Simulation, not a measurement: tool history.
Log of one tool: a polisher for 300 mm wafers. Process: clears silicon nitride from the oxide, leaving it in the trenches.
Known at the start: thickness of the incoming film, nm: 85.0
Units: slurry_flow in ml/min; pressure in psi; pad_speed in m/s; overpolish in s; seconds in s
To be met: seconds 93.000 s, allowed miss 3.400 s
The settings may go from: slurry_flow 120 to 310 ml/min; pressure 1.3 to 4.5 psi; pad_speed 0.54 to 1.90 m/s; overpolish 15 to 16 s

run,hour,slurry_flow,pressure,pad_speed,overpolish,seconds
1,0.0,200,2.9,1.22,15,62.771
2,8.6,150,2.9,1.22,15,63.813
3,12.8,150,2.9,1.22,16,63.496
4,21.8,150,2.5,1.22,16,74.751
5,25.7,150,3.0,1.22,16,61.956
6,30.5,120,3.0,1.22,16,64.479
7,33.3,120,2.7,1.22,16,70.952
8,38.7,120,2.4,1.22,16,80.831
9,41.4,120,2.3,1.22,16,81.757
10,43.2,120,2.2,1.22,16,86.940

5 next moves are on the table. One of them brings every result within its allowed miss. Which?
A,45.0,120,2.2,1.26,15,?
B,45.0,125,2.1,1.42,16,?
C,45.0,125,2.3,1.26,15,?
D,45.0,120,3.1,0.94,16,?
E,45.0,130,2.0,1.22,16,?

move,seconds
A,83.316
B,77.181
C,79.441
D,79.382
E,93.301
A: further off than the last run
B: further off than the last run
C: further off than the last run
D: further off than the last run
E: meets every target
Answer: E
